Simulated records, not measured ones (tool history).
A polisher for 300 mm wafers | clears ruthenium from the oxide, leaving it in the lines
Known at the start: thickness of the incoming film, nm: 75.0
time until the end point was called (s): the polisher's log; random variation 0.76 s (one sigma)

run,hour,flow of slurry (ml/min),pressure of the wafer on the pad (psi),speed of the pad under the wafer (cm/s),overpolish time after the end point (s),time until the end point was called (s)
1,0,140,1.4,98,13,103.39
2,5.4,105,1.4,98,13,107.14
3,13.5,105,1.1,98,13,122.76
4,19,85,1.1,98,13,129.59
5,26.1,85,1.1,112,13,112.92
6,31.4,90,1.4,114,13,97.027

The next listed run, before its measurement:
7,35.5,100,1.6,118,13,?

time until the end point was called (s): 83.059
